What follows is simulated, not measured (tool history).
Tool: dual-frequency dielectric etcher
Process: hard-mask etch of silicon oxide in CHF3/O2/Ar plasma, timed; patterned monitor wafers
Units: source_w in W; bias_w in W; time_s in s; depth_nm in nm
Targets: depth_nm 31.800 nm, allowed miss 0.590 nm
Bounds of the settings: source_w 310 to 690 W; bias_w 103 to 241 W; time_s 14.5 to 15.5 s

run,hour,source_w,bias_w,time_s,depth_nm
1,0.0,500,172,15.5,28.441
2,7.8,530,174,15.5,29.096
3,12.0,480,174,15.5,27.981
4,20.2,510,176,15.5,28.933
5,26.5,470,176,15.5,27.995
6,33.3,510,179,15.5,28.979
7,36.4,510,179,15.5,29.102
8,38.9,530,180,15.5,29.448

Which of these 4 next moves meets every target?
A,41.4,520,177,14.5,?
B,41.4,560,203,15.5,?
C,41.4,510,183,15.0,?
D,41.4,560,182,15.5,?

move,depth_nm
A,27.233
B,31.701
C,28.371
D,30.271
A: further off than the last run
B: meets every target
C: further off than the last run
D: nearer than the last run, and not there yet
Move B is the one to make.
